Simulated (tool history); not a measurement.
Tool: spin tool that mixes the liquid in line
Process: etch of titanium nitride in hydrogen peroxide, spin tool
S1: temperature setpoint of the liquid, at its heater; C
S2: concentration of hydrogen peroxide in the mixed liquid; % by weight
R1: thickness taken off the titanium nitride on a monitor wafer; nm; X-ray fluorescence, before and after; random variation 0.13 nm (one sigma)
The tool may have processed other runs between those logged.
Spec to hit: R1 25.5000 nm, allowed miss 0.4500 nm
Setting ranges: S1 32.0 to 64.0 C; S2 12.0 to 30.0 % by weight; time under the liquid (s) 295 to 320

Run 1, hour 0.0: S1 48.0 C, S2 21.5 % by weight, time under the liquid (s) 295. Result: R1 12.9980 nm.
Run 2, hour 6.8: S1 48.0 C, S2 18.0 % by weight, time under the liquid (s) 295. Result: R1 12.4590 nm.
Run 3, hour 12.7: S1 41.5 C, S2 18.0 % by weight, time under the liquid (s) 295. Result: R1 7.7631 nm.
Run 4, hour 17.0: S1 41.5 C, S2 18.0 % by weight, time under the liquid (s) 295. Result: R1 7.7942 nm.
Run 5, hour 18.1: S1 46.5 C, S2 18.0 % by weight, time under the liquid (s) 295. Result: R1 11.2440 nm.
Run 6, hour 21.0: S1 46.5 C, S2 18.0 % by weight, time under the liquid (s) 295. Result: R1 11.2830 nm.
Run 7, hour 22.8: S1 50.0 C, S2 18.0 % by weight, time under the liquid (s) 295. Result: R1 14.5360 nm.
Run 8, hour 28.4: S1 52.5 C, S2 18.0 % by weight, time under the liquid (s) 295. Result: R1 17.3900 nm.
Run 9, hour 31.1: S1 54.0 C, S2 18.0 % by weight, time under the liquid (s) 295. Result: R1 19.4080 nm.
Run 10, hour 32.6: S1 55.0 C, S2 18.0 % by weight, time under the liquid (s) 295. Result: R1 20.7830 nm.
At hour 38.6: new drum of peroxide connected.
Run 11, hour 38.6: S1 58.5 C, S2 18.0 % by weight, time under the liquid (s) 295. Result: R1 27.0260 nm.
Run 12, hour 43.8: S1 58.0 C, S2 18.0 % by weight, time under the liquid (s) 295. Result: R1 25.8160 nm.

Which single option among these 5 for the next run brings every result within its allowed miss of target? Just one does.
Run A, hour 49.0: S1 58.0 C, S2 20.5 % by weight, time under the liquid (s) 300. Result: R1 ?.
Run B, hour 49.0: S1 57.5 C, S2 18.0 % by weight, time under the liquid (s) 320. Result: R1 ?.
Run C, hour 49.0: S1 57.0 C, S2 15.5 % by weight, time under the liquid (s) 320. Result: R1 ?.
Run D, hour 49.0: S1 57.5 C, S2 19.5 % by weight, time under the liquid (s) 305. Result: R1 ?.
Run E, hour 49.0: S1 58.0 C, S2 20.0 % by weight, time under the liquid (s) 295. Result: R1 ?.

move       R1
   A  27.3990
   B  27.4620
   C  25.7030
   D  26.6260
   E  26.8000
A: misses by more than the last run did
B: misses by more than the last run did
C: all results in spec
D: misses by more than the last run did
E: misses by more than the last run did
The move that meets every target is C.
